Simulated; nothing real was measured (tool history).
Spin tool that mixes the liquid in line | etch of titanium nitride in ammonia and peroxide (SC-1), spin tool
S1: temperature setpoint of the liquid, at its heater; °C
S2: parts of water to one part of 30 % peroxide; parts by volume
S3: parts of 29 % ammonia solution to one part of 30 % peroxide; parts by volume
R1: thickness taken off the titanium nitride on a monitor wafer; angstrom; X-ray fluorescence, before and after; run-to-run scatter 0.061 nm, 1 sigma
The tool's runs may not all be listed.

run 1 hour=0.0 | S1=46.0 S2=17.0 S3=0.45 time_under_the_liquid_(s)=300 | R1=180.43
run 2 hour=6.0 | S1=46.0 S2=17.0 S3=0.50 time_under_the_liquid_(s)=300 | R1=184.28
run 3 hour=9.0 | S1=45.5 S2=17.0 S3=0.50 time_under_the_liquid_(s)=300 | R1=179.01
run 4 hour=16.6 | S1=45.0 S2=17.0 S3=0.50 time_under_the_liquid_(s)=300 | R1=172.03
run 5 hour=22.9 | S1=45.0 S2=17.0 S3=0.55 time_under_the_liquid_(s)=300 | R1=174.61
run 6 hour=24.4 | S1=45.0 S2=13.5 S3=0.55 time_under_the_liquid_(s)=300 | R1=197.30

Expected results for the next run?
run 7 hour=28.8 | S1=44.5 S2=13.5 S3=0.55 time_under_the_liquid_(s)=300 | R1=?

R1: 191.17 angstrom
